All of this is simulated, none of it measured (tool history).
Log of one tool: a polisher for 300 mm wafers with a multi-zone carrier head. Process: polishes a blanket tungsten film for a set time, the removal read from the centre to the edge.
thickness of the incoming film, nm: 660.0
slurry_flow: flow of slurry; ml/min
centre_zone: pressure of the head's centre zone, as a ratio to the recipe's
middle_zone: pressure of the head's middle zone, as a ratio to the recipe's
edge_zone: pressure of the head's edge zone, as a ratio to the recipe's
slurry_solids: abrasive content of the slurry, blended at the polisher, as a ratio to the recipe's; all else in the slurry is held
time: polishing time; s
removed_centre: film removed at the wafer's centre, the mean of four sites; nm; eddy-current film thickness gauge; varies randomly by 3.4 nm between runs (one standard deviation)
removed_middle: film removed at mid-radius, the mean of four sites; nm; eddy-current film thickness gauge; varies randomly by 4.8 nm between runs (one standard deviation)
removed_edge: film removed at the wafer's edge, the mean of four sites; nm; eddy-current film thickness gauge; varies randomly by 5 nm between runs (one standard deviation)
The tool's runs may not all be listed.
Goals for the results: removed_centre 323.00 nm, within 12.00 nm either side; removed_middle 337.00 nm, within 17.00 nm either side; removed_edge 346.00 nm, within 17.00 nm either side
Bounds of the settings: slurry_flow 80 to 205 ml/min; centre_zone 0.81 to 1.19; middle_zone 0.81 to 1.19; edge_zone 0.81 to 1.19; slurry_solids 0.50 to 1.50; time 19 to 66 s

run    day  slurry_flow  centre_zone  middle_zone  edge_zone  slurry_solids  time  removed_centre  removed_middle  removed_edge
  1  0.000          135         1.00         1.00       1.00           1.00    42          243.76          241.90        250.45
  2  0.204          135         1.00         1.00       1.00           1.00    37          213.01          216.02        220.10
  3  0.379          140         1.00         1.02       1.03           1.15    40          242.57          240.77        251.26
  4  0.525          140         0.93         1.02       1.03           1.15    40          222.22          245.85        249.43
  5  0.833          145         0.94         1.04       1.05           1.25    42          244.77          271.08        270.14
  6  0.988          160         0.94         1.04       1.05           1.25    42          246.38          278.61        277.88
  7  1.204          165         0.96         1.05       1.07           1.30    43          261.71          288.75        283.87
  8  1.404          165         0.96         1.04       1.08           1.35    45          278.27          295.46        301.22
  9  1.633          170         0.96         1.05       1.09           1.40    46          284.54          309.75        308.26
 10  1.883          170         0.96         1.05       1.10           1.40    47          292.03          321.17        329.61
 11  2.221          175         0.97         1.05       1.11           1.40    47          290.66          321.15        322.09
 12  2.429          175         0.98         1.05       1.11           1.40    48          305.42          329.31        334.19
 13  2.458          175         0.99         1.05       1.11           1.40    48          307.99          323.52        328.30

Consider the 4 candidate settings below. Which is the only one whose results all fall within their allowed miss of target?
  A  2.488          165         1.00         1.06       1.03           1.35    48               ?               ?             ?
  B  2.488          185         1.09         1.03       1.08           1.30    46               ?               ?             ?
  C  2.488          125         0.97         0.81       1.19           1.15    58               ?               ?             ?
  D  2.488          195         0.98         1.02       1.10           1.40    50               ?               ?             ?

move  removed_centre  removed_middle  removed_edge
   A          309.95          322.84        324.33
   B          327.23          305.15        317.87
   C          331.73          295.50        388.34
   D          327.70          337.63        356.00
A: about as far from the targets as the last run
B: the furthest-off result lands on target, but another misses its tolerance
C: the furthest-off result lands on target, but another misses its tolerance
D: every result within its allowed miss
Go with D: it meets all targets.

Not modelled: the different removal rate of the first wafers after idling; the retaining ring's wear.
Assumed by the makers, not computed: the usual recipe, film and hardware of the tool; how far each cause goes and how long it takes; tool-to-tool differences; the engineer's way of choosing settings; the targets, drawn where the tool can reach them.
